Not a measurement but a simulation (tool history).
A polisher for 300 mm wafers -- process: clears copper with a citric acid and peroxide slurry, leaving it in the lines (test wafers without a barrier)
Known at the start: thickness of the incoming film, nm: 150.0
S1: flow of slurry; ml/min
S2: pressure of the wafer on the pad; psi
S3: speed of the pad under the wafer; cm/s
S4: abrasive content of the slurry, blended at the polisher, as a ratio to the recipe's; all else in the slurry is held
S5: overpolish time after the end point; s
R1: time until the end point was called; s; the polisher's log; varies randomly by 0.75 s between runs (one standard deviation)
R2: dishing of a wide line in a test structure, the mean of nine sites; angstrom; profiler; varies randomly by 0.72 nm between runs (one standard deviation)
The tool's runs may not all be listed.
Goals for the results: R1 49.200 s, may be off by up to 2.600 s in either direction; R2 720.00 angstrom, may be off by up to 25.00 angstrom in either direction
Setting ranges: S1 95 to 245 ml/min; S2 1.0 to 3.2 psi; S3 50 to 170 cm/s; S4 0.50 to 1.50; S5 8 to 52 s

run	hour	S1	S2	S3	S4	S5	R1	R2
1	0.0	155	2.1	110	1.00	26	72.742	374.21
2	8.9	150	2.3	110	1.00	28	65.870	423.87
3	11.2	150	2.1	110	1.00	28	72.801	397.62
4	17.5	145	2.2	110	1.00	30	69.014	433.61
5	19.5	145	2.2	84	1.00	30	89.113	355.25
6	27.5	145	2.2	84	1.20	30	84.069	357.70
7	30.3	145	2.4	88	1.15	31	77.282	409.02
8	36.3	155	3.0	110	1.10	35	48.946	634.02
9	39.5	155	3.0	110	1.10	36	50.394	657.82
10	47.3	155	3.0	110	1.10	37	49.250	674.35
11	54.3	150	3.0	110	1.10	38	49.444	685.90

Next run, 4 choices. One meets every target within its allowed miss, the rest don't. Which?
A	61.3	145	3.2	106	1.00	41	?	?
B	61.3	140	3.0	110	1.20	36	?	?
C	61.3	180	2.7	124	1.10	35	?	?
D	61.3	95	3.1	120	0.90	36	?	?

move	R1	R2
A	49.601	724.92
B	49.745	655.64
C	47.566	654.01
D	51.423	642.59
A: every result lands within tolerance
B: lands further from the targets than the last run did
C: lands further from the targets than the last run did
D: lands further from the targets than the last run did
Go with A: it meets all targets.

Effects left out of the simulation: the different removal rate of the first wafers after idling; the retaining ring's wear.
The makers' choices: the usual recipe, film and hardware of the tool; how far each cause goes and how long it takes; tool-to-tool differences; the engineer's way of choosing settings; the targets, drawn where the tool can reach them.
